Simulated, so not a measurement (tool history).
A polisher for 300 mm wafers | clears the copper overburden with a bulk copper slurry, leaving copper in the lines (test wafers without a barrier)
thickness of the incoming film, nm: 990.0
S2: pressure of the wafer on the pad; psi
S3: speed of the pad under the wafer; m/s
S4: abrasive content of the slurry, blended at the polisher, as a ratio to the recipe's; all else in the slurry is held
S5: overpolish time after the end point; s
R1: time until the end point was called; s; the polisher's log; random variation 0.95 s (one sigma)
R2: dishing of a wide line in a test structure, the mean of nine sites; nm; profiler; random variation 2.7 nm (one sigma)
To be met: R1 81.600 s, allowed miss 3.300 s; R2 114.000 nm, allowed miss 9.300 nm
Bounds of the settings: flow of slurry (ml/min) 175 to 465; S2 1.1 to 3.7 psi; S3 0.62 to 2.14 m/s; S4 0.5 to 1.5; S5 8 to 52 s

run 1 hour=0.0 | flow_of_slurry_(ml/min)=295 S2=2.4 S3=1.38 S4=1.0 S5=26 | R1=101.600 R2=89.834
run 2 hour=4.2 | flow_of_slurry_(ml/min)=295 S2=2.4 S3=1.38 S4=1.0 S5=21 | R1=104.840 R2=79.824
run 3 hour=11.9 | flow_of_slurry_(ml/min)=295 S2=2.4 S3=1.38 S4=1.0 S5=29 | R1=99.293 R2=92.064
run 4 hour=13.7 | flow_of_slurry_(ml/min)=295 S2=2.0 S3=1.38 S4=1.0 S5=29 | R1=120.440 R2=82.116
run 5 hour=14.4 | flow_of_slurry_(ml/min)=295 S2=2.2 S3=1.38 S4=1.0 S5=31 | R1=111.350 R2=86.843
run 6 hour=16.9 | flow_of_slurry_(ml/min)=255 S2=2.2 S3=1.38 S4=1.0 S5=31 | R1=112.230 R2=93.744
run 7 hour=22.6 | flow_of_slurry_(ml/min)=255 S2=2.8 S3=1.40 S4=1.0 S5=32 | R1=86.467 R2=105.530
run 8 hour=25.7 | flow_of_slurry_(ml/min)=255 S2=2.8 S3=1.40 S4=1.0 S5=33 | R1=89.294 R2=101.940
run 9 hour=30.8 | flow_of_slurry_(ml/min)=260 S2=2.9 S3=1.40 S4=1.0 S5=35 | R1=86.162 R2=108.780

Which of these 5 next moves meets every target?
run A hour=35.9 | flow_of_slurry_(ml/min)=245 S2=3.4 S3=1.44 S4=0.9 S5=34 | R1=? R2=?
run B hour=35.9 | flow_of_slurry_(ml/min)=235 S2=2.7 S3=1.26 S4=1.0 S5=46 | R1=? R2=?
run C hour=35.9 | flow_of_slurry_(ml/min)=280 S2=2.9 S3=1.58 S4=0.8 S5=24 | R1=? R2=?
run D hour=35.9 | flow_of_slurry_(ml/min)=270 S2=2.8 S3=1.52 S4=1.0 S5=45 | R1=? R2=?
run E hour=35.9 | flow_of_slurry_(ml/min)=205 S2=3.3 S3=1.28 S4=0.8 S5=42 | R1=? R2=?

move=A R1=75.169 R2=110.990
move=B R1=101.010 R2=105.920
move=C R1=83.723 R2=95.580
move=D R1=83.474 R2=109.270
move=E R1=89.858 R2=110.990
A: takes the result that was furthest off past its target
B: further off than the last run
C: brings the result that was furthest off to its target, and leaves another outside
D: meets every target
E: further off than the last run
Answer: D

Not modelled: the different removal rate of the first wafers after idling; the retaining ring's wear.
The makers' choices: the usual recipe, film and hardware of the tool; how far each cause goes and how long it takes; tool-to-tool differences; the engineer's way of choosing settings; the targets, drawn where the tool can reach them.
